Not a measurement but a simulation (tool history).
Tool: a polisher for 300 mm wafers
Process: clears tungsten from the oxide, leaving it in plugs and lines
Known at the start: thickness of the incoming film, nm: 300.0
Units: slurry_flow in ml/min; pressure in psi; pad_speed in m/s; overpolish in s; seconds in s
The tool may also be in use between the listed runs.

{"run": 1, "hour": 0.0, "slurry_flow": 300, "pressure": 2.4, "pad_speed": 1, "slurry_solids": 1, "overpolish": 9, "seconds": 91.489}
{"run": 2, "hour": 5.9, "slurry_flow": 300, "pressure": 2.6, "pad_speed": 1, "slurry_solids": 1, "overpolish": 9, "seconds": 82.937}
{"run": 3, "hour": 14.0, "slurry_flow": 300, "pressure": 2.2, "pad_speed": 1, "slurry_solids": 1, "overpolish": 9, "seconds": 97.386}
{"run": 4, "hour": 19.5, "slurry_flow": 300, "pressure": 1.9, "pad_speed": 1, "slurry_solids": 1, "overpolish": 9, "seconds": 113.19}
{"run": 5, "hour": 26.7, "slurry_flow": 300, "pressure": 1.9, "pad_speed": 1.16, "slurry_solids": 1, "overpolish": 9, "seconds": 98.101}
{"run": 6, "hour": 27.2, "slurry_flow": 300, "pressure": 1.7, "pad_speed": 1.14, "slurry_solids": 1, "overpolish": 9, "seconds": 110.71}

The next listed run, before its measurement:
{"run": 7, "hour": 31.5, "slurry_flow": 300, "pressure": 1.5, "pad_speed": 1.14, "slurry_solids": 1, "overpolish": 9, "seconds": "?"}

seconds: 125.93 s
